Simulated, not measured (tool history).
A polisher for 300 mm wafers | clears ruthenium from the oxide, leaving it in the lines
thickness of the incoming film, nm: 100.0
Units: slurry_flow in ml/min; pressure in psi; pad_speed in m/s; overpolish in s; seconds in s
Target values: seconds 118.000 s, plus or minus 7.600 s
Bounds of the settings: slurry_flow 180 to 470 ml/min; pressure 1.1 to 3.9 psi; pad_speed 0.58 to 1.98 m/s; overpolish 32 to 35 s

{"run": 1, "hour": 0.0, "slurry_flow": 300, "pressure": 2.5, "pad_speed": 1.28, "overpolish": 32, "seconds": 55.804}
{"run": 2, "hour": 7.4, "slurry_flow": 300, "pressure": 2.1, "pad_speed": 1.2, "overpolish": 32, "seconds": 71.124}
{"run": 3, "hour": 14.6, "slurry_flow": 300, "pressure": 2.1, "pad_speed": 1.34, "overpolish": 32, "seconds": 61.932}
{"run": 4, "hour": 17.6, "slurry_flow": 300, "pressure": 2.1, "pad_speed": 1.34, "overpolish": 32, "seconds": 61.552}
{"run": 5, "hour": 25.5, "slurry_flow": 300, "pressure": 2.1, "pad_speed": 1.12, "overpolish": 32, "seconds": 73.895}
{"run": 6, "hour": 28.1, "slurry_flow": 300, "pressure": 1.8, "pad_speed": 1.08, "overpolish": 32, "seconds": 90.254}
{"run": 7, "hour": 29.8, "slurry_flow": 300, "pressure": 1.8, "pad_speed": 1.08, "overpolish": 32, "seconds": 90.252}
{"run": 8, "hour": 36.5, "slurry_flow": 300, "pressure": 1.1, "pad_speed": 1.02, "overpolish": 32, "seconds": 154.43}
{"run": 9, "hour": 38.7, "slurry_flow": 300, "pressure": 1.2, "pad_speed": 1.02, "overpolish": 32, "seconds": 138.29}
{"run": 10, "hour": 42.3, "slurry_flow": 300, "pressure": 1.3, "pad_speed": 1.02, "overpolish": 32, "seconds": 132.01}

Next run, 5 choices. One meets every target within its allowed miss, the rest don't. Which?
{"run": "A", "hour": 45.9, "slurry_flow": 290, "pressure": 1.1, "pad_speed": 1.18, "overpolish": 32, "seconds": "?"}
{"run": "B", "hour": 45.9, "slurry_flow": 180, "pressure": 1.8, "pad_speed": 0.88, "overpolish": 32, "seconds": "?"}
{"run": "C", "hour": 45.9, "slurry_flow": 355, "pressure": 1.1, "pad_speed": 1.16, "overpolish": 32, "seconds": "?"}
{"run": "D", "hour": 45.9, "slurry_flow": 290, "pressure": 1.3, "pad_speed": 0.96, "overpolish": 32, "seconds": "?"}
{"run": "E", "hour": 45.9, "slurry_flow": 315, "pressure": 1.8, "pad_speed": 0.66, "overpolish": 32, "seconds": "?"}

move=A seconds=130.300
move=B seconds=115.760
move=C seconds=130.040
move=D seconds=135.890
move=E seconds=141.300
A: gains on the last run, yet a result remains outside its allowed miss
B: every result within its allowed miss
C: gains on the last run, yet a result remains outside its allowed miss
D: lands further from the targets than the last run did
E: lands further from the targets than the last run did
So the answer is move B, the one that meets all the targets.
